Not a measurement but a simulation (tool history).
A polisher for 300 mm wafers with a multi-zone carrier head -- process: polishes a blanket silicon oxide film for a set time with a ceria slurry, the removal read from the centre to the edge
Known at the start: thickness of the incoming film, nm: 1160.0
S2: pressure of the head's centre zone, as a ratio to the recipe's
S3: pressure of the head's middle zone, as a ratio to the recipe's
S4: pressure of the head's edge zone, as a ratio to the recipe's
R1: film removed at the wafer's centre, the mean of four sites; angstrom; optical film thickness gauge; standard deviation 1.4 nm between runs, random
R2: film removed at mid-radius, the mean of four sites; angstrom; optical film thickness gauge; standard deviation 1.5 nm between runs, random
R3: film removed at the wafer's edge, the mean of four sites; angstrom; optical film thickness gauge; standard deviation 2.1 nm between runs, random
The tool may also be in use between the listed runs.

{"run": 1, "day": 0.0, "flow of slurry (ml/min)": 195, "S2": 1.0, "S3": 1.0, "S4": 1.0, "polishing time (s)": 89, "R1": 2457.4, "R2": 2413.8, "R3": 2418.6}
{"run": 2, "day": 0.354, "flow of slurry (ml/min)": 195, "S2": 1.0, "S3": 1.0, "S4": 1.0, "polishing time (s)": 101, "R1": 2855.5, "R2": 2786.1, "R3": 2758.5}
{"run": 3, "day": 0.546, "flow of slurry (ml/min)": 195, "S2": 1.0, "S3": 1.0, "S4": 1.0, "polishing time (s)": 82, "R1": 2275.1, "R2": 2231.4, "R3": 2216.4}
{"run": 4, "day": 0.862, "flow of slurry (ml/min)": 195, "S2": 1.0, "S3": 1.07, "S4": 1.0, "polishing time (s)": 82, "R1": 2304.3, "R2": 2368.4, "R3": 2257.4}
{"run": 5, "day": 0.962, "flow of slurry (ml/min)": 195, "S2": 0.97, "S3": 1.07, "S4": 1.0, "polishing time (s)": 82, "R1": 2252.5, "R2": 2388.3, "R3": 2254.8}
{"run": 6, "day": 1.117, "flow of slurry (ml/min)": 180, "S2": 0.93, "S3": 1.02, "S4": 1.01, "polishing time (s)": 80, "R1": 2052.3, "R2": 2224.3, "R3": 2163.8}
{"run": 7, "day": 1.283, "flow of slurry (ml/min)": 170, "S2": 0.9, "S3": 0.97, "S4": 1.02, "polishing time (s)": 79, "R1": 1944.7, "R2": 2060.7, "R3": 2163.8}

Run 8 is up next; what results do you expect?
{"run": 8, "day": 1.492, "flow of slurry (ml/min)": 160, "S2": 0.88, "S3": 0.95, "S4": 1.01, "polishing time (s)": 78, "R1": "?", "R2": "?", "R3": "?"}

R1: 1844.9 angstrom
R2: 1969.4 angstrom
R3: 2080.0 angstrom

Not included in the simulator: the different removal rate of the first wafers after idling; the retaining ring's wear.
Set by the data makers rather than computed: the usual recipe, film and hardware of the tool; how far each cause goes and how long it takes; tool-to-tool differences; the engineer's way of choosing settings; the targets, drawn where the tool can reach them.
